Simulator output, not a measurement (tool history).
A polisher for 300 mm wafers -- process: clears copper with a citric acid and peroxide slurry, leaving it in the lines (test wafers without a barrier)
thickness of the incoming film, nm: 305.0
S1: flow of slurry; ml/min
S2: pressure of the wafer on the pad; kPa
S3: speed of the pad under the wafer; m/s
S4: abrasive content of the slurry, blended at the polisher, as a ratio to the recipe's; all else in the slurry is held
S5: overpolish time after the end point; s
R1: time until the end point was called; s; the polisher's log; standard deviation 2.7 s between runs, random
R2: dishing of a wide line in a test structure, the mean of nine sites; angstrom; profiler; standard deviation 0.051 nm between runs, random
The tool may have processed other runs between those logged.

run 1 hour=0 | S1=150 S2=21.4 S3=0.94 S4=1 S5=10 | R1=151.18 R2=140.03
run 2 hour=1.7 | S1=115 S2=21.4 S3=0.94 S4=1 S5=10 | R1=159.96 R2=135.29
run 3 hour=5.3 | S1=150 S2=21.4 S3=0.94 S4=1 S5=10 | R1=151.6 R2=137
run 4 hour=6.9 | S1=150 S2=18.6 S3=0.94 S4=1 S5=10 | R1=170.74 R2=128.17
run 5 hour=14.1 | S1=165 S2=19.3 S3=0.84 S4=0.9 S5=9 | R1=184.04 R2=107.77
run 6 hour=22.3 | S1=175 S2=20 S3=0.76 S4=0.85 S5=8 | R1=202.01 R2=93.362

Expected results for the next run?
run 7 hour=31.2 | S1=175 S2=17.9 S3=0.76 S4=0.95 S5=7 | R1=? R2=?

Run 7 gave R1 208.53 s, R2 75.099 angstrom.

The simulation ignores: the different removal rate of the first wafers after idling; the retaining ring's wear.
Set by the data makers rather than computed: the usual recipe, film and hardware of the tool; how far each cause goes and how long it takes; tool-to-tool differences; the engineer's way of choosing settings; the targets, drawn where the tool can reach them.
